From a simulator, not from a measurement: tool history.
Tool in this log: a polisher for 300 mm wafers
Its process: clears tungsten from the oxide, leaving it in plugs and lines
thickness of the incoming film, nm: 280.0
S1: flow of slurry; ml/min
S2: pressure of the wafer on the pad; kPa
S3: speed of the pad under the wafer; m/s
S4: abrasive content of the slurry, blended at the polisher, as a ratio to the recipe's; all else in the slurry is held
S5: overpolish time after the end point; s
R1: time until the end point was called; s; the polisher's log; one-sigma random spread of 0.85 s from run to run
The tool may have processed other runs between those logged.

run	day	S1	S2	S3	S4	S5	R1
1	0	150	20.7	0.82	1	18	85.163
2	0.025	125	20.7	0.82	1	18	88.379
3	0.075	125	20.7	1	1	18	74.857
4	0.288	125	20.7	1	1	20	73.214
5	0.558	105	20.7	1	1	20	76.179
6	0.817	105	20.7	0.88	1	20	82.47
7	0.962	105	23.4	0.9	1	20	70.811
8	0.988	105	25.5	0.92	1	20	64.874
9	1.1	105	27.6	0.94	1	20	58.597
10	1.162	105	29	0.96	1	20	56.776

What will run 11 give?
11	1.392	105	29	0.96	1	20	?

{"run 11": {"R1": 58.151}}
